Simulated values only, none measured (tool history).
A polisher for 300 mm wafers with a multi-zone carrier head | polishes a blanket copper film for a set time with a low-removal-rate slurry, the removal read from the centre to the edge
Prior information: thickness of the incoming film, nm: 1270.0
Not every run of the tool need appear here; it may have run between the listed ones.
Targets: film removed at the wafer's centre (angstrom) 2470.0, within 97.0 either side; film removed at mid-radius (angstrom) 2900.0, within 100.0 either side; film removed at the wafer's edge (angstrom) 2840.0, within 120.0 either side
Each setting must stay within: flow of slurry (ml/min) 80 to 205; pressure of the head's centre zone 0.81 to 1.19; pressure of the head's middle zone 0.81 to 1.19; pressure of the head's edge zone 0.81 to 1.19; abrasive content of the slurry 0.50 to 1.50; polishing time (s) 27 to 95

run	day	flow of slurry (ml/min)	pressure of the head's centre zone	pressure of the head's middle zone	pressure of the head's edge zone	abrasive content of the slurry	polishing time (s)	film removed at the wafer's centre (angstrom)	film removed at mid-radius (angstrom)	film removed at the wafer's edge (angstrom)
1	0.000	135	1.00	1.00	1.00	1.00	61	1872.6	2035.8	1971.3
2	0.175	135	1.00	1.00	0.92	1.00	61	1849.7	2107.1	1886.8
3	0.517	140	0.99	1.03	0.98	1.15	64	2067.7	2290.3	2143.6
4	0.621	150	0.96	1.07	1.02	1.25	66	2039.7	2467.4	2314.9
5	0.892	150	0.96	1.07	0.95	1.25	66	2095.0	2544.7	2260.8
6	0.967	150	0.96	1.07	0.89	1.25	66	2067.4	2517.9	2190.0
7	1.200	155	0.96	1.08	0.95	1.35	67	2147.9	2604.0	2319.0
# day 1.375: centre zone pressure recalibrated
8	1.375	160	0.96	1.09	1.00	1.40	69	2508.9	2809.3	2531.1
9	1.450	155	0.94	1.10	1.05	1.40	70	2435.2	2831.4	2624.5
10	1.721	155	0.93	1.10	1.08	1.40	70	2398.2	2759.8	2660.7
11	1.892	155	0.93	1.10	1.08	1.40	70	2414.5	2799.2	2644.1
12	1.954	155	0.92	1.10	1.10	1.40	70	2463.8	2793.2	2638.6
13	2.288	155	0.92	1.10	1.10	1.40	70	2423.4	2834.3	2614.6
14	2.512	140	0.92	1.11	1.13	1.45	71	2386.0	2789.2	2695.2
15	2.617	140	0.91	1.11	1.14	1.45	71	2348.7	2861.5	2726.1

Pick the move, out of 4, that brings all results within their allowed miss; only one does.
A	2.721	145	0.85	1.09	1.13	1.50	70	?	?	?
B	2.721	195	0.98	1.16	0.98	1.50	65	?	?	?
C	2.721	135	0.91	1.09	1.15	1.40	74	?	?	?
D	2.721	170	0.87	1.08	1.01	1.50	69	?	?	?

move	film removed at the wafer's centre (angstrom)	film removed at mid-radius (angstrom)	film removed at the wafer's edge (angstrom)
A	2273.7	2863.1	2763.4
B	2577.8	2928.1	2476.7
C	2492.6	2934.4	2870.6
D	2368.5	2883.3	2628.9
A: further off than the last run
B: carries the result that was furthest off beyond its target, to the other side
C: all results land within tolerance of their targets
D: further off than the last run
Go with C: it meets all targets.

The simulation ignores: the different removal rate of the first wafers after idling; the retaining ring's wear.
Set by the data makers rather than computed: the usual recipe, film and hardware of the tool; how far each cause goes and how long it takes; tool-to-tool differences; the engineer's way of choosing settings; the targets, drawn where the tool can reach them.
